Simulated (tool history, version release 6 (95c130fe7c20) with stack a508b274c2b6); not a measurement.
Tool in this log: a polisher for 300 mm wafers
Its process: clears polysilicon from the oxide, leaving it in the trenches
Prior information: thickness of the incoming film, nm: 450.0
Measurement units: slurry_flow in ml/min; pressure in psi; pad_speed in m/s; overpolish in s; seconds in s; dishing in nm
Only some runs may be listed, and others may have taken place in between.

run 1 hour=0 | slurry_flow=310 pressure=2 pad_speed=1.1 overpolish=23 | seconds=31.154 dishing=76.304
run 2 hour=6.5 | slurry_flow=310 pressure=1.9 pad_speed=1.1 overpolish=23 | seconds=33.288 dishing=74.227
run 3 hour=14.6 | slurry_flow=310 pressure=1.9 pad_speed=1.1 overpolish=14 | seconds=33.178 dishing=67.569
run 4 hour=21.7 | slurry_flow=310 pressure=1.8 pad_speed=1.1 overpolish=16 | seconds=34.983 dishing=69.273
run 5 hour=28.2 | slurry_flow=355 pressure=1.8 pad_speed=1.1 overpolish=16 | seconds=34.691 dishing=68.717
run 6 hour=31.5 | slurry_flow=355 pressure=1.7 pad_speed=1.1 overpolish=18 | seconds=36.484 dishing=71.034
run 7 hour=36.3 | slurry_flow=355 pressure=1.6 pad_speed=1.1 overpolish=19 | seconds=38.279 dishing=70.202
run 8 hour=42.9 | slurry_flow=355 pressure=1.5 pad_speed=1.1 overpolish=20 | seconds=40.758 dishing=69.033
run 9 hour=50.3 | slurry_flow=355 pressure=1.5 pad_speed=1.1 overpolish=22 | seconds=39.907 dishing=71.109
run 10 hour=54.6 | slurry_flow=355 pressure=1.4 pad_speed=1.1 overpolish=23 | seconds=43.142 dishing=72.096
run 11 hour=58.9 | slurry_flow=355 pressure=1.4 pad_speed=1.1 overpolish=24 | seconds=43.56 dishing=70.824
run 12 hour=67.3 | slurry_flow=355 pressure=1.4 pad_speed=1.1 overpolish=25 | seconds=43.329 dishing=73.183
run 13 hour=70.5 | slurry_flow=355 pressure=1.3 pad_speed=1.1 overpolish=27 | seconds=45.727 dishing=72.549
run 14 hour=78.7 | slurry_flow=355 pressure=1.3 pad_speed=1.1 overpolish=28 | seconds=46.75 dishing=73.811

Estimate the outcome of run 15 from the log above:
run 15 hour=85.2 | slurry_flow=355 pressure=1.3 pad_speed=1.1 overpolish=29 | seconds=? dishing=?

{"run 15": {"seconds": 46.254, "dishing": 73.91}}

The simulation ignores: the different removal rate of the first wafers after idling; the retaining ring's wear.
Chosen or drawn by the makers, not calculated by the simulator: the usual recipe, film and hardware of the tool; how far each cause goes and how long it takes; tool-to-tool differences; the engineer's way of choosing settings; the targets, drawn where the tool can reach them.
